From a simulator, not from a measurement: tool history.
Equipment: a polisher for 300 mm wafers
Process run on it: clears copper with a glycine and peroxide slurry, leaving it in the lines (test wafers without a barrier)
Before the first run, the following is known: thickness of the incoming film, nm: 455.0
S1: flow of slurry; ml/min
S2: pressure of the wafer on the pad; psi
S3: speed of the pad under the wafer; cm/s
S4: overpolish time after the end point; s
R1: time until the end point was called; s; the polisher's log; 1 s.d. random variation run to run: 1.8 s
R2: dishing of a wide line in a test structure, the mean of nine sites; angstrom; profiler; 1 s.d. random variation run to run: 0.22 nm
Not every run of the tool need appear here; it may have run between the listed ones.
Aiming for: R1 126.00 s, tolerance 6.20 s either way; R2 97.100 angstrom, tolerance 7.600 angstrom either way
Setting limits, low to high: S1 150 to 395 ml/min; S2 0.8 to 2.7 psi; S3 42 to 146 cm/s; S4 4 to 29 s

run	day	S1	S2	S3	S4	R1	R2
1	0.000	250	1.7	94	15	108.93	321.470
2	0.250	250	1.3	94	15	121.67	286.940
3	0.392	250	1.3	94	21	124.46	356.510
4	0.458	220	1.1	96	16	130.97	283.760
5	0.679	275	1.0	92	12	141.47	226.510
6	0.746	275	1.0	92	9	140.68	178.370
7	0.929	315	0.9	96	7	137.06	149.270
8	0.971	340	0.9	98	6	133.37	131.430
9	1.129	355	0.9	100	5	135.09	107.590

Which single option among these 5 for the next run brings every result within its allowed miss of target? Just one does.
A	1.288	325	0.9	120	5	?	?
B	1.288	345	0.8	98	6	?	?
C	1.288	280	0.8	106	4	?	?
D	1.288	390	1.0	102	4	?	?
E	1.288	365	0.8	84	4	?	?

move	R1	R2
A	118.74	121.660
B	141.35	123.350
C	137.02	88.086
D	125.20	95.654
E	154.70	79.217
A: the result that was furthest off in the last run now lies on the other side of its target
B: its largest miss is bigger than the last run's
C: its largest miss is bigger than the last run's
D: each result inside its tolerance
E: its largest miss is bigger than the last run's
The move that meets every target is D.

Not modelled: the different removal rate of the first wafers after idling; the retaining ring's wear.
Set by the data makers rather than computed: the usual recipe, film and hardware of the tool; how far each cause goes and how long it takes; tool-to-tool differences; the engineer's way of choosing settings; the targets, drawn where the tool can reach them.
